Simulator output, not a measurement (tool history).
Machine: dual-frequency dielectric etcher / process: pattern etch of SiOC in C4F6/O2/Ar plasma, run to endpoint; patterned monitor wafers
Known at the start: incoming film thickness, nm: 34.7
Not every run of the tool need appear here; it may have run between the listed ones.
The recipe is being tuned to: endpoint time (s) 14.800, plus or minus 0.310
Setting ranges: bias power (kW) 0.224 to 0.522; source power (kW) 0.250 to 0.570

run    day  bias power (kW)  source power (kW)  endpoint time (s)
  1  0.000            0.373              0.410             11.922
  2  0.275            0.412              0.410             11.511
  3  0.375            0.371              0.380             12.391
  4  0.712            0.340              0.370             12.926
  5  0.888            0.316              0.360             13.483
  6  1.192            0.299              0.360             13.661
  7  1.533            0.299              0.360             13.677
  8  1.688            0.225              0.330             15.792
  9  1.754            0.235              0.330             15.564
 10  1.862            0.243              0.330             15.342
 11  1.954            0.249              0.330             15.313
 12  2.129            0.255              0.330             15.248
 13  2.333            0.255              0.330             15.145

Which single option among these 5 for the next run brings every result within its allowed miss of target? Just one does.
  A  2.538            0.366              0.270                  ?
  B  2.538            0.307              0.330                  ?
  C  2.538            0.224              0.340                  ?
  D  2.538            0.228              0.340                  ?
  E  2.538            0.304              0.280                  ?

move  endpoint time (s)
   A             14.959
   B             14.302
   C             15.635
   D             15.547
   E             15.655
A: hits every target within its allowed miss
B: the result that was furthest off in the last run now lies on the other side of its target
C: further off than the last run
D: further off than the last run
E: further off than the last run
Answer: A
